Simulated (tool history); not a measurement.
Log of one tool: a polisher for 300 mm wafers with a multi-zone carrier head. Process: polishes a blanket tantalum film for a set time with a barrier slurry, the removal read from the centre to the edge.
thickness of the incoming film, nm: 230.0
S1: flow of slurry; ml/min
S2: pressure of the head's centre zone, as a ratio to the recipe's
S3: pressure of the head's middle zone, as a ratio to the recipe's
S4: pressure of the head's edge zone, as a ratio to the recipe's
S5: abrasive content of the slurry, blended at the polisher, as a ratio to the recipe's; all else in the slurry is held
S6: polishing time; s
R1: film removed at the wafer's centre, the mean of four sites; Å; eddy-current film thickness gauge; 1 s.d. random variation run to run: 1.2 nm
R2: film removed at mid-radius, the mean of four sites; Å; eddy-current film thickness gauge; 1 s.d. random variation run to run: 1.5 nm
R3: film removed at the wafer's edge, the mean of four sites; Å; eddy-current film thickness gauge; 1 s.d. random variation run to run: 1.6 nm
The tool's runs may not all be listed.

{"run": 1, "hour": 0.0, "S1": 160, "S2": 1, "S3": 1, "S4": 1, "S5": 1, "S6": 42, "R1": 954.25, "R2": 980.16, "R3": 928.65}
{"run": 2, "hour": 6.4, "S1": 170, "S2": 1.03, "S3": 1.03, "S4": 1.04, "S5": 1.15, "S6": 44, "R1": 1086.1, "R2": 1104.3, "R3": 1056.5}
{"run": 3, "hour": 9.2, "S1": 185, "S2": 1.06, "S3": 1.07, "S4": 1.07, "S5": 1.25, "S6": 45, "R1": 1200.6, "R2": 1226.4, "R3": 1129.9}
{"run": 4, "hour": 10.7, "S1": 190, "S2": 1.07, "S3": 1.08, "S4": 1.09, "S5": 1.3, "S6": 46, "R1": 1233.2, "R2": 1279.6, "R3": 1216.5}
{"run": 5, "hour": 12.9, "S1": 160, "S2": 1.07, "S3": 1.08, "S4": 1.09, "S5": 1.3, "S6": 46, "R1": 1197.2, "R2": 1245.3, "R3": 1176.3}
{"run": 6, "hour": 21.5, "S1": 200, "S2": 1.07, "S3": 1.08, "S4": 1.09, "S5": 1.3, "S6": 46, "R1": 1247.7, "R2": 1274.2, "R3": 1188.1}

Run 7 comes next. What will it give?
{"run": 7, "hour": 22.6, "S1": 200, "S2": 1.1, "S3": 1.1, "S4": 1.11, "S5": 1.35, "S6": 47, "R1": "?", "R2": "?", "R3": "?"}

R1: 1312.3 Å
R2: 1346.3 Å
R3: 1223 Å
